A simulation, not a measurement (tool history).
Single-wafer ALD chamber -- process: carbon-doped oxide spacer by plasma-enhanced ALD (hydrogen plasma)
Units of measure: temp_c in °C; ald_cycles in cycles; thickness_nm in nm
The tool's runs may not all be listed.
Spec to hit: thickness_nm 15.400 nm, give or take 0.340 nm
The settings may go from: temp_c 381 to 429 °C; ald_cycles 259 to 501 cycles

run 1 day=0.000 | temp_c=405 ald_cycles=380 | thickness_nm=19.845
run 2 day=0.138 | temp_c=406 ald_cycles=367 | thickness_nm=19.151
run 3 day=0.183 | temp_c=396 ald_cycles=367 | thickness_nm=19.203
run 4 day=0.483 | temp_c=388 ald_cycles=367 | thickness_nm=19.260
run 5 day=0.692 | temp_c=395 ald_cycles=367 | thickness_nm=19.439
run 6 day=1.012 | temp_c=395 ald_cycles=353 | thickness_nm=18.683
run 7 day=1.071 | temp_c=395 ald_cycles=341 | thickness_nm=18.038
run 8 day=1.392 | temp_c=395 ald_cycles=332 | thickness_nm=17.457
run 9 day=1.621 | temp_c=395 ald_cycles=325 | thickness_nm=17.200
run 10 day=1.829 | temp_c=395 ald_cycles=319 | thickness_nm=16.812
run 11 day=1.929 | temp_c=395 ald_cycles=314 | thickness_nm=16.359
run 12 day=2.283 | temp_c=395 ald_cycles=311 | thickness_nm=16.380
run 13 day=2.446 | temp_c=395 ald_cycles=308 | thickness_nm=16.242
run 14 day=2.708 | temp_c=395 ald_cycles=305 | thickness_nm=16.214
run 15 day=2.892 | temp_c=395 ald_cycles=302 | thickness_nm=15.911
run 16 day=3.217 | temp_c=395 ald_cycles=300 | thickness_nm=15.946

Which single option among these 5 for the next run brings every result within its allowed miss of target? Just one does.
run A day=3.542 | temp_c=396 ald_cycles=290 | thickness_nm=?
run B day=3.542 | temp_c=395 ald_cycles=309 | thickness_nm=?
run C day=3.542 | temp_c=392 ald_cycles=310 | thickness_nm=?
run D day=3.542 | temp_c=409 ald_cycles=318 | thickness_nm=?
run E day=3.542 | temp_c=398 ald_cycles=309 | thickness_nm=?

move=A thickness_nm=15.311
move=B thickness_nm=16.314
move=C thickness_nm=16.366
move=D thickness_nm=16.307
move=E thickness_nm=16.314
A: all results in spec
B: further off than the last run
C: further off than the last run
D: further off than the last run
E: further off than the last run
So the answer is move A, the one that meets all the targets.
